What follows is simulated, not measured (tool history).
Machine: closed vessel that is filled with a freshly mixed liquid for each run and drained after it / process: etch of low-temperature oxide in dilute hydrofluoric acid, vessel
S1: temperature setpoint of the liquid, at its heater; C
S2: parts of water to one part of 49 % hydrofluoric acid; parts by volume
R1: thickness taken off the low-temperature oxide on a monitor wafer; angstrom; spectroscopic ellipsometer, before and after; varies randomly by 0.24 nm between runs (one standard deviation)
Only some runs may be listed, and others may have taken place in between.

{"run": 1, "day": 0.0, "S1": 24.0, "S2": 245, "time in the liquid (s)": 360, "R1": 179.38}
{"run": 2, "day": 0.358, "S1": 25.5, "S2": 240, "time in the liquid (s)": 360, "R1": 196.83}
{"run": 3, "day": 0.471, "S1": 28.0, "S2": 240, "time in the liquid (s)": 360, "R1": 214.83}
{"run": 4, "day": 0.788, "S1": 28.0, "S2": 290, "time in the liquid (s)": 360, "R1": 165.01}
{"run": 5, "day": 1.079, "S1": 28.0, "S2": 235, "time in the liquid (s)": 360, "R1": 218.45}
{"run": 6, "day": 1.312, "S1": 29.0, "S2": 230, "time in the liquid (s)": 360, "R1": 234.02}
{"run": 7, "day": 1.383, "S1": 29.5, "S2": 230, "time in the liquid (s)": 360, "R1": 234.53}

What will run 8 give?
{"run": 8, "day": 1.558, "S1": 30.0, "S2": 230, "time in the liquid (s)": 360, "R1": "?"}

R1: 241.21 angstrom
